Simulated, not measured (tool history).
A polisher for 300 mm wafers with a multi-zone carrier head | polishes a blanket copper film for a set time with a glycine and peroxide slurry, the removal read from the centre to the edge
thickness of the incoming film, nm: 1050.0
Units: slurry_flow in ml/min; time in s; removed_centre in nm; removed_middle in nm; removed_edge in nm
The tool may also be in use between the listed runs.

run  hour  slurry_flow  centre_zone  middle_zone  edge_zone  time  removed_centre  removed_middle  removed_edge
  1   0.0          305         1.00         1.00       1.00    62          280.20          285.19        274.94
  2   2.0          305         1.00         0.95       1.00    62          277.58          269.50        272.89
  3   9.2          305         1.00         0.89       1.00    62          279.83          259.76        268.95
  4  10.0          305         1.00         0.93       1.00    62          276.31          263.48        274.39
  5  17.2          305         1.00         0.93       0.94    62          281.64          270.77        268.27
  6  17.8          265         1.00         0.93       0.94    62          273.29          257.45        261.97
  7  22.6          265         0.99         0.93       0.93    59          257.33          246.08        249.55
  8  30.6          270         0.98         0.93       0.92    57          250.05          237.30        243.89
  9  36.0          270         0.97         0.95       0.91    54          233.10          231.26        229.04
 10  38.6          260         0.87         0.92       0.83    38          146.34          155.30        153.56

The next listed run, before its measurement:
 11  40.6          260         0.88         0.93       0.85    38               ?               ?             ?

{"run 11": {"removed_centre": 147.5, "removed_middle": 156.22, "removed_edge": 157.26}}

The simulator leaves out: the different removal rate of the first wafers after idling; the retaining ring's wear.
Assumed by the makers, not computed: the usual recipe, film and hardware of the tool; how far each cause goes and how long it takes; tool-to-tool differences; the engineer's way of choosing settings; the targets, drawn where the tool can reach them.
